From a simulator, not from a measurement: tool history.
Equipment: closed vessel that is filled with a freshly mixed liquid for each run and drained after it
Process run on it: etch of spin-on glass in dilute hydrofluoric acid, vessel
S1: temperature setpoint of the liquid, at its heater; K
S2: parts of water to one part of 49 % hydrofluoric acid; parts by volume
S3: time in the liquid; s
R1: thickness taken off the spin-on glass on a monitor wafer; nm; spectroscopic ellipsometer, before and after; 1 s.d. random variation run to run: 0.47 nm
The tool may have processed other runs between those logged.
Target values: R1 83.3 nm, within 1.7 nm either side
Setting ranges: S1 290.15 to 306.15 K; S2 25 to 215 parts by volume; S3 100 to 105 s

run 1 hour=0 | S1=298.15 S2=120 S3=100 | R1=37.648
run 2 hour=3.4 | S1=298.15 S2=120 S3=105 | R1=39.45
run 3 hour=9.4 | S1=300.15 S2=105 S3=105 | R1=49.381
run 4 hour=15.1 | S1=296.65 S2=105 S3=105 | R1=43.014
-- hour=16.4 thermometer replaced
run 5 hour=16.4 | S1=296.65 S2=105 S3=100 | R1=38.871
run 6 hour=23.9 | S1=299.15 S2=95 S3=100 | R1=47.833
run 7 hour=29.2 | S1=301.15 S2=85 S3=100 | R1=58.627
run 8 hour=36.8 | S1=302.65 S2=80 S3=100 | R1=66.112
run 9 hour=44.6 | S1=306.15 S2=70 S3=100 | R1=87.728
run 10 hour=50.2 | S1=305.65 S2=70 S3=100 | R1=86.338

Exactly one of the 5 candidate moves below puts every result within its allowed miss. Which one?
run A hour=55.8 | S1=304.15 S2=65 S3=100 | R1=?
run B hour=55.8 | S1=305.65 S2=75 S3=105 | R1=?
run C hour=55.8 | S1=305.15 S2=70 S3=105 | R1=?
run D hour=55.8 | S1=304.65 S2=70 S3=105 | R1=?
run E hour=55.8 | S1=304.65 S2=65 S3=100 | R1=?

move=A R1=88.708
move=B R1=84.137
move=C R1=89.158
move=D R1=87.482
move=E R1=90.422
A: moves away from the targets compared with the last run
B: meets every target
C: moves away from the targets compared with the last run
D: moves away from the targets compared with the last run
E: moves away from the targets compared with the last run
Answer: B
